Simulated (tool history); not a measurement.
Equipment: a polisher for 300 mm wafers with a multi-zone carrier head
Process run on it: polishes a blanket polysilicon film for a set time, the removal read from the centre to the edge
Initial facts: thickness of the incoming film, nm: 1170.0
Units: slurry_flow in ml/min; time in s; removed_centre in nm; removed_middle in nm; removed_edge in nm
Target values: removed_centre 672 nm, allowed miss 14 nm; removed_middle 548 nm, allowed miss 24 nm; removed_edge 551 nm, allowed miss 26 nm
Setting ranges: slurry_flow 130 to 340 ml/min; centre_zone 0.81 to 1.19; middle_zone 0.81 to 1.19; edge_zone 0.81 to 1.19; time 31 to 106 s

run 1 day=0 | slurry_flow=220 centre_zone=1 middle_zone=1 edge_zone=1 time=68 | removed_centre=388.01 removed_middle=391.16 removed_edge=404.3
run 2 day=0.367 | slurry_flow=220 centre_zone=1 middle_zone=1 edge_zone=0.96 time=68 | removed_centre=387.87 removed_middle=385.58 removed_edge=396.6
run 3 day=0.629 | slurry_flow=240 centre_zone=1.06 middle_zone=1 edge_zone=0.96 time=74 | removed_centre=454.75 removed_middle=422.34 removed_edge=450.23
run 4 day=0.996 | slurry_flow=240 centre_zone=1.06 middle_zone=1.06 edge_zone=0.96 time=74 | removed_centre=453.52 removed_middle=455.07 removed_edge=447.11
run 5 day=1.262 | slurry_flow=255 centre_zone=1.1 middle_zone=1.05 edge_zone=0.92 time=79 | removed_centre=507.36 removed_middle=480.64 removed_edge=471.42
run 6 day=1.612 | slurry_flow=255 centre_zone=1.1 middle_zone=0.99 edge_zone=0.92 time=79 | removed_centre=508.15 removed_middle=449.77 removed_edge=465.25
run 7 day=1.979 | slurry_flow=270 centre_zone=1.13 middle_zone=0.99 edge_zone=0.91 time=82 | removed_centre=549.28 removed_middle=474.42 removed_edge=487.83
run 8 day=2.104 | slurry_flow=280 centre_zone=1.15 middle_zone=0.99 edge_zone=0.9 time=85 | removed_centre=585.55 removed_middle=501.52 removed_edge=504.7

5 next moves are on the table. One of them brings every result within its allowed miss. Which?
run A day=2.229 | slurry_flow=220 centre_zone=1.08 middle_zone=0.91 edge_zone=1.01 time=104 | removed_centre=? removed_middle=? removed_edge=?
run B day=2.229 | slurry_flow=340 centre_zone=1.19 middle_zone=0.98 edge_zone=0.93 time=91 | removed_centre=? removed_middle=? removed_edge=?
run C day=2.229 | slurry_flow=250 centre_zone=1.18 middle_zone=0.81 edge_zone=0.97 time=104 | removed_centre=? removed_middle=? removed_edge=?
run D day=2.229 | slurry_flow=310 centre_zone=0.96 middle_zone=0.9 edge_zone=1.08 time=84 | removed_centre=? removed_middle=? removed_edge=?
run E day=2.229 | slurry_flow=330 centre_zone=1.18 middle_zone=1.07 edge_zone=0.95 time=96 | removed_centre=? removed_middle=? removed_edge=?

move=A removed_centre=634.63 removed_middle=553.35 removed_edge=626.46
move=B removed_centre=664.67 removed_middle=553.6 removed_edge=557.06
move=C removed_centre=712.88 removed_middle=515.06 removed_edge=627.24
move=D removed_centre=486.84 removed_middle=470.29 removed_edge=544.61
move=E removed_centre=692.56 removed_middle=626.64 removed_edge=590.52
A: closer than the last run, but not yet in spec
B: every result within its allowed miss
C: takes the biggest miss from the last run beyond its target
D: moves away from the targets compared with the last run
E: takes the biggest miss from the last run beyond its target
B is the move that brings every result within its allowed miss.
